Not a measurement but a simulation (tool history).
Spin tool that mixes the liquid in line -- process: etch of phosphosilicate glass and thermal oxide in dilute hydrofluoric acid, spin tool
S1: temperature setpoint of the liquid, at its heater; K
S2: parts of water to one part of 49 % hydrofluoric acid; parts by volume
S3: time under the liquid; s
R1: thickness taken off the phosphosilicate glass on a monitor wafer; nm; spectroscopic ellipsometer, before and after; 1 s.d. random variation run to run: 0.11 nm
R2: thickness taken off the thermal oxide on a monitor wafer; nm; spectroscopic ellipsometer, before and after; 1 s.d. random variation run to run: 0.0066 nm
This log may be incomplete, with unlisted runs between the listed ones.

{"run": 1, "day": 0.0, "S1": 296.15, "S2": 75, "S3": 35, "R1": 54.544, "R2": 2.5459}
{"run": 2, "day": 0.367, "S1": 294.15, "S2": 95, "S3": 35, "R1": 39.647, "R2": 1.7922}
{"run": 3, "day": 0.492, "S1": 293.65, "S2": 110, "S3": 30, "R1": 28.607, "R2": 1.2569}
{"run": 4, "day": 0.642, "S1": 293.65, "S2": 110, "S3": 20, "R1": 18.788, "R2": 0.84992}
{"day": 0.979, "done": "thermometer replaced"}
{"run": 5, "day": 0.979, "S1": 293.65, "S2": 110, "S3": 30, "R1": 26.121, "R2": 1.1855}
{"run": 6, "day": 1.067, "S1": 292.65, "S2": 120, "S3": 30, "R1": 22.463, "R2": 1.0316}
{"run": 7, "day": 1.4, "S1": 292.15, "S2": 125, "S3": 30, "R1": 21.029, "R2": 0.95914}
{"run": 8, "day": 1.471, "S1": 291.65, "S2": 130, "S3": 30, "R1": 19.771, "R2": 0.89721}
{"run": 9, "day": 1.571, "S1": 291.15, "S2": 135, "S3": 30, "R1": 18.699, "R2": 0.84766}
{"run": 10, "day": 1.917, "S1": 290.65, "S2": 135, "S3": 30, "R1": 18.066, "R2": 0.82507}

Forecast run 11:
{"run": 11, "day": 2.129, "S1": 290.65, "S2": 140, "S3": 30, "R1": "?", "R2": "?"}

Run 11 measured R1 17.731 nm, R2 0.78867 nm.

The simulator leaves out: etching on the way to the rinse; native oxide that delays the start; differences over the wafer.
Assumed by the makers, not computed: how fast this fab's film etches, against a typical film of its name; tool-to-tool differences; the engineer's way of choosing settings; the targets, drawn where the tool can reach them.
